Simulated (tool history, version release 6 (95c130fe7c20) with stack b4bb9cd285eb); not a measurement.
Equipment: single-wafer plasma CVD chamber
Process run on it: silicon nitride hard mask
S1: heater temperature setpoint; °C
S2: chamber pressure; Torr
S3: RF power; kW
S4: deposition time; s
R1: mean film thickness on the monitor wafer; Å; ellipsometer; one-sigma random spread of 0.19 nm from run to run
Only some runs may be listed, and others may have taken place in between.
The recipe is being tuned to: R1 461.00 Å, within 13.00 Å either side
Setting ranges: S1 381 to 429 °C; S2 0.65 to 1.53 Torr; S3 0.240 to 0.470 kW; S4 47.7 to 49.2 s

{"run": 1, "hour": 0.0, "S1": 405, "S2": 1.09, "S3": 0.355, "S4": 47.7, "R1": 515.07}
{"run": 2, "hour": 6.8, "S1": 405, "S2": 1.21, "S3": 0.355, "S4": 47.7, "R1": 533.42}
{"run": 3, "hour": 9.4, "S1": 405, "S2": 1.3, "S3": 0.355, "S4": 47.7, "R1": 544.22}
{"run": 4, "hour": 14.3, "S1": 405, "S2": 1.21, "S3": 0.345, "S4": 47.7, "R1": 527.59}
{"run": 5, "hour": 19.3, "S1": 405, "S2": 1.35, "S3": 0.345, "S4": 47.7, "R1": 541.12}
{"run": 6, "hour": 23.8, "S1": 405, "S2": 1.35, "S3": 0.345, "S4": 49.2, "R1": 559.13}
{"run": 7, "hour": 25.3, "S1": 405, "S2": 1.27, "S3": 0.33, "S4": 49.0, "R1": 538.38}
{"run": 8, "hour": 26.1, "S1": 405, "S2": 1.2, "S3": 0.315, "S4": 48.8, "R1": 514.3}
{"run": 9, "hour": 34.2, "S1": 405, "S2": 1.15, "S3": 0.305, "S4": 48.7, "R1": 500.68}
{"run": 10, "hour": 42.0, "S1": 405, "S2": 1.11, "S3": 0.3, "S4": 48.6, "R1": 489.91}
{"run": 11, "hour": 42.8, "S1": 405, "S2": 1.08, "S3": 0.295, "S4": 48.5, "R1": 477.13}
{"run": 12, "hour": 50.2, "S1": 405, "S2": 1.06, "S3": 0.295, "S4": 48.5, "R1": 477.43}

Which single option among these 4 for the next run brings every result within its allowed miss of target? Just one does.
{"run": "A", "hour": 57.6, "S1": 408, "S2": 1.19, "S3": 0.27, "S4": 49.2, "R1": "?"}
{"run": "B", "hour": 57.6, "S1": 400, "S2": 0.97, "S3": 0.255, "S4": 47.7, "R1": "?"}
{"run": "C", "hour": 57.6, "S1": 409, "S2": 0.98, "S3": 0.305, "S4": 47.7, "R1": "?"}
{"run": "D", "hour": 57.6, "S1": 402, "S2": 1.25, "S3": 0.29, "S4": 47.7, "R1": "?"}

move=A R1=481.12
move=B R1=430.50
move=C R1=464.53
move=D R1=489.14
A: moves away from the targets compared with the last run
B: the result that was furthest off in the last run now lies on the other side of its target
C: every result within its allowed miss
D: moves away from the targets compared with the last run
So the answer is move C, the one that meets all the targets.
